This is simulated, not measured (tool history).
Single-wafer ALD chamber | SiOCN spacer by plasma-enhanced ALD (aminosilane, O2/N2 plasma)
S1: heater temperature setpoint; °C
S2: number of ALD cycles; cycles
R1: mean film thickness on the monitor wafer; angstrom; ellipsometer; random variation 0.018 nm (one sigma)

{"run": 1, "hour": 0.0, "S1": 380, "S2": 68, "R1": 40.145}
{"run": 2, "hour": 2.2, "S1": 380, "S2": 69, "R1": 40.876}
{"run": 3, "hour": 6.1, "S1": 380, "S2": 70, "R1": 41.202}
{"run": 4, "hour": 12.6, "S1": 380, "S2": 71, "R1": 42.102}
{"run": 5, "hour": 18.3, "S1": 380, "S2": 81, "R1": 48.055}
{"run": 6, "hour": 20.3, "S1": 380, "S2": 88, "R1": 52.472}
{"run": 7, "hour": 26.3, "S1": 380, "S2": 87, "R1": 51.391}

Run 8 comes next. What will it give?
{"run": 8, "hour": 34.5, "S1": 380, "S2": 86, "R1": "?"}

Run 8 gave R1 51.26 angstrom.

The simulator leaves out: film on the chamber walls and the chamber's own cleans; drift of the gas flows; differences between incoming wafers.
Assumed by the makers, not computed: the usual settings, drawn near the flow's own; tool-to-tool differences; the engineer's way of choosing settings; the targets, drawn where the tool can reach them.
